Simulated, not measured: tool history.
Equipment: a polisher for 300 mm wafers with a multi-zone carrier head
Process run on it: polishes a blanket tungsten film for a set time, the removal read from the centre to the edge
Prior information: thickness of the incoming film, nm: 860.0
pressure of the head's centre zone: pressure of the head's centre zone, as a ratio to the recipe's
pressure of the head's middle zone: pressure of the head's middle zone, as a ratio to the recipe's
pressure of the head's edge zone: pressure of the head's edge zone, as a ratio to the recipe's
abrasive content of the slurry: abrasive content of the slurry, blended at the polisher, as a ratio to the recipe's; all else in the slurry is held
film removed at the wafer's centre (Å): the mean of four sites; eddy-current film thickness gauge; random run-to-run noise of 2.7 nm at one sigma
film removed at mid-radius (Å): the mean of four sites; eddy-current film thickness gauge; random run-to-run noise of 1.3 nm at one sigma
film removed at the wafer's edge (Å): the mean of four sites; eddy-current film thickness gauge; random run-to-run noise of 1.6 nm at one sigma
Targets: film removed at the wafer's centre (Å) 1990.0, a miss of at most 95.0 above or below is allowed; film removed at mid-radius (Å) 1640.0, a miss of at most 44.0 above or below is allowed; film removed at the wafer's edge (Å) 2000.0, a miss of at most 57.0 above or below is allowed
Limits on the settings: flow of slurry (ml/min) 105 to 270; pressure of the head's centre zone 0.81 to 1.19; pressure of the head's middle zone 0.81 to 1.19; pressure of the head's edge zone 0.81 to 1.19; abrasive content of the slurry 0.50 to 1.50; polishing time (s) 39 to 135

| run | hour | flow of slurry (ml/min) | pressure of the head's centre zone | pressure of the head's middle zone | pressure of the head's edge zone | abrasive content of the slurry | polishing time (s) | film removed at the wafer's centre (Å) | film removed at mid-radius (Å) | film removed at the wafer's edge (Å) |
|---|---|---|---|---|---|---|---|---|---|---|
| 1 | 0.0 | 175 | 1.00 | 1.00 | 1.00 | 1.00 | 87 | 2907.9 | 2860.0 | 2929.0 |
| 2 | 3.8 | 175 | 1.00 | 1.00 | 1.00 | 1.15 | 87 | 2962.2 | 2959.4 | 2929.8 |
| 3 | 6.7 | 175 | 1.08 | 1.00 | 1.00 | 1.15 | 87 | 3134.4 | 2957.5 | 2929.8 |
| 4 | 14.7 | 175 | 1.08 | 0.93 | 1.00 | 1.15 | 87 | 3141.0 | 2768.2 | 2935.0 |
| 5 | 21.0 | 160 | 1.05 | 0.90 | 0.97 | 0.95 | 80 | 2734.9 | 2341.1 | 2524.2 |
| 6 | 27.1 | 160 | 1.05 | 0.96 | 0.97 | 0.95 | 80 | 2666.4 | 2480.5 | 2518.0 |
| 7 | 32.3 | 150 | 1.03 | 0.91 | 0.98 | 0.80 | 75 | 2399.9 | 2129.2 | 2344.4 |
| 8 | 38.8 | 140 | 1.02 | 0.88 | 0.97 | 0.70 | 73 | 2252.5 | 1957.2 | 2196.0 |
| 9 | 40.0 | 110 | 1.00 | 0.81 | 1.02 | 0.50 | 69 | 1869.4 | 1585.8 | 1939.0 |
| 10 | 41.9 | 140 | 1.03 | 0.82 | 1.04 | 0.50 | 69 | 2095.8 | 1691.2 | 2045.2 |

5 candidate next runs follow, results not yet known. Just one meets every target within its allowed miss. Identify it.
| A | 43.8 | 160 | 1.10 | 0.81 | 0.94 | 0.50 | 70 | ? | ? | ? |
| B | 43.8 | 135 | 1.12 | 0.81 | 1.01 | 0.50 | 70 | ? | ? | ? |
| C | 43.8 | 185 | 1.03 | 0.89 | 1.06 | 0.50 | 65 | ? | ? | ? |
| D | 43.8 | 135 | 1.08 | 0.86 | 1.03 | 0.55 | 67 | ? | ? | ? |
| E | 43.8 | 155 | 1.03 | 0.81 | 1.04 | 0.80 | 62 | ? | ? | ? |

| move | film removed at the wafer's centre (Å) | film removed at mid-radius (Å) | film removed at the wafer's edge (Å) |
|---|---|---|---|
| A | 2295.3 | 1742.2 | 2029.6 |
| B | 2244.3 | 1685.5 | 2041.8 |
| C | 2076.9 | 1790.9 | 2015.1 |
| D | 2108.5 | 1713.2 | 1990.9 |
| E | 2031.5 | 1628.4 | 1981.4 |
A: further off than the last run
B: further off than the last run
C: further off than the last run
D: further off than the last run
E: in spec on every target
Move E is the one to make.
